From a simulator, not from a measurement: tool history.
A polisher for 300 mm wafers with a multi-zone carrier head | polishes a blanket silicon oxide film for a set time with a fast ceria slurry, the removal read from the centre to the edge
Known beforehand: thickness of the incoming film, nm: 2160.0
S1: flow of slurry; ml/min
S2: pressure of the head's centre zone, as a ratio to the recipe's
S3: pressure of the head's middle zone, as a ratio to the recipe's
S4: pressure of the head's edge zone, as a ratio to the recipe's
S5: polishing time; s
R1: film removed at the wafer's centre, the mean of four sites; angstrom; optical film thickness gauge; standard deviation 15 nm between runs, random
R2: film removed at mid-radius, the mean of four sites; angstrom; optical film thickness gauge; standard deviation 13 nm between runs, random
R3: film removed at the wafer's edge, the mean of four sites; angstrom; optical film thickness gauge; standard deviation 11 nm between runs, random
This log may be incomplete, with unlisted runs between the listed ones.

{"run": 1, "hour": 0.0, "S1": 155, "S2": 1.0, "S3": 1.0, "S4": 1.0, "S5": 66, "R1": 8765.7, "R2": 8137.6, "R3": 8020.5}
{"run": 2, "hour": 7.4, "S1": 165, "S2": 1.0, "S3": 1.04, "S4": 1.03, "S5": 68, "R1": 9217.8, "R2": 8644.7, "R3": 8342.0}
{"run": 3, "hour": 15.3, "S1": 170, "S2": 0.98, "S3": 1.07, "S4": 1.04, "S5": 71, "R1": 9691.2, "R2": 9395.1, "R3": 8888.2}
{"run": 4, "hour": 19.0, "S1": 170, "S2": 0.98, "S3": 1.07, "S4": 1.04, "S5": 64, "R1": 8516.0, "R2": 8304.4, "R3": 8101.5}
{"run": 5, "hour": 21.9, "S1": 170, "S2": 0.98, "S3": 0.99, "S4": 1.04, "S5": 64, "R1": 8475.3, "R2": 7988.8, "R3": 8097.7}
{"run": 6, "hour": 29.2, "S1": 180, "S2": 0.96, "S3": 1.04, "S4": 1.05, "S5": 67, "R1": 8837.5, "R2": 8653.0, "R3": 8532.7}

What will run 7 give?
{"run": 7, "hour": 31.4, "S1": 185, "S2": 0.95, "S3": 1.08, "S4": 1.06, "S5": 69, "R1": "?", "R2": "?", "R3": "?"}

{"run 7": {"R1": 9097.0, "R2": 9131.5, "R3": 8731.4}}
